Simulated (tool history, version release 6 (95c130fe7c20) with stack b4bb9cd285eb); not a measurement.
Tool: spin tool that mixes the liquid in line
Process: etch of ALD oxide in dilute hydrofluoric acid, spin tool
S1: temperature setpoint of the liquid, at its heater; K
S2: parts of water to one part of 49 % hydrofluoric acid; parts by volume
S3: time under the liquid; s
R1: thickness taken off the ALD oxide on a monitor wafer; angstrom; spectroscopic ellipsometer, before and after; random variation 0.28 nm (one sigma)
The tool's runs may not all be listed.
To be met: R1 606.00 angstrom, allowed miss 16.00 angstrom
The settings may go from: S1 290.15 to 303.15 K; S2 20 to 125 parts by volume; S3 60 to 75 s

{"run": 1, "hour": 0.0, "S1": 295.15, "S2": 70, "S3": 75, "R1": 280.43}
{"run": 2, "hour": 1.2, "S1": 295.15, "S2": 70, "S3": 75, "R1": 282.59}
{"run": 3, "hour": 9.1, "S1": 297.15, "S2": 60, "S3": 75, "R1": 360.52}
{"run": 4, "hour": 17.3, "S1": 298.65, "S2": 55, "S3": 75, "R1": 420.26}
{"run": 5, "hour": 23.6, "S1": 299.65, "S2": 50, "S3": 75, "R1": 484.46}
{"run": 6, "hour": 26.2, "S1": 300.65, "S2": 50, "S3": 75, "R1": 504.82}
{"run": 7, "hour": 27.8, "S1": 301.15, "S2": 50, "S3": 75, "R1": 516.87}
{"run": 8, "hour": 35.9, "S1": 301.65, "S2": 50, "S3": 75, "R1": 528.13}
{"run": 9, "hour": 42.7, "S1": 302.15, "S2": 50, "S3": 75, "R1": 535.5}
{"run": 10, "hour": 48.9, "S1": 302.65, "S2": 50, "S3": 75, "R1": 551.28}
{"run": 11, "hour": 56.4, "S1": 303.15, "S2": 45, "S3": 75, "R1": 624.8}

4 next moves are on the table. One of them brings every result within its allowed miss. Which?
{"run": "A", "hour": 63.9, "S1": 301.15, "S2": 40, "S3": 70, "R1": "?"}
{"run": "B", "hour": 63.9, "S1": 303.15, "S2": 50, "S3": 75, "R1": "?"}
{"run": "C", "hour": 63.9, "S1": 302.65, "S2": 40, "S3": 60, "R1": "?"}
{"run": "D", "hour": 63.9, "S1": 297.65, "S2": 40, "S3": 75, "R1": "?"}

move=A R1=606.92
move=B R1=554.81
move=C R1=552.39
move=D R1=563.78
A: meets every target
B: takes the result that was furthest off past its target
C: takes the result that was furthest off past its target
D: takes the result that was furthest off past its target
Move A is the one to make.
